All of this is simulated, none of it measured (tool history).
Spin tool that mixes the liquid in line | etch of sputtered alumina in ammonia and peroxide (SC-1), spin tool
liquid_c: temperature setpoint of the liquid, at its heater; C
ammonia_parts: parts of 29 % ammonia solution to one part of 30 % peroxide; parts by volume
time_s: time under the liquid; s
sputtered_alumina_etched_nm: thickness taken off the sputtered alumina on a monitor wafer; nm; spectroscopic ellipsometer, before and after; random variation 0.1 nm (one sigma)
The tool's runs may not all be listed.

run  hour  liquid_c  ammonia_parts  time_s  sputtered_alumina_etched_nm
  1     0        59           0.55     265                       28.975
  2   3.4        59           0.75     265                       29.748
  3   6.3      59.5           0.75     265                       30.627
  4  11.6        64           0.75     265                       38.457
  5    16        70           0.75     265                       51.597
  6  20.8        70           0.75     285                       55.315
  7  22.4        70           0.75     285                       55.378
  8  28.2        66           0.75     285                        45.57
  9  29.8      63.5           0.75     285                       40.302

Forecast run 10:
 10  35.3        58           0.75     285                            ?

sputtered_alumina_etched_nm: 30.295 nm

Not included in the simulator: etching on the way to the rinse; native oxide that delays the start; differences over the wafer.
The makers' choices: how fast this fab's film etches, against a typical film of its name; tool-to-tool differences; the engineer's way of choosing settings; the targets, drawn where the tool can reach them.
